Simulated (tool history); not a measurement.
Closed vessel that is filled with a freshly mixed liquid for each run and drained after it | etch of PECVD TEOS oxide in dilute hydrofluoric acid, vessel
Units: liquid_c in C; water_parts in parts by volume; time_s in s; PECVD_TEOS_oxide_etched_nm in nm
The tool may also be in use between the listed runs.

run	day	liquid_c	water_parts	time_s	PECVD_TEOS_oxide_etched_nm
1	0	22	115	100	10.376
2	0.246	24	115	100	11.269
3	0.292	23	125	100	9.7766
4	0.429	23	125	100	9.8825
5	0.504	23	165	100	7.0453
6	0.617	20	165	100	6.3103

The next listed run, before its measurement:
7	0.75	19.5	165	100	?

{"run 7": {"PECVD_TEOS_oxide_etched_nm": 6.2671}}
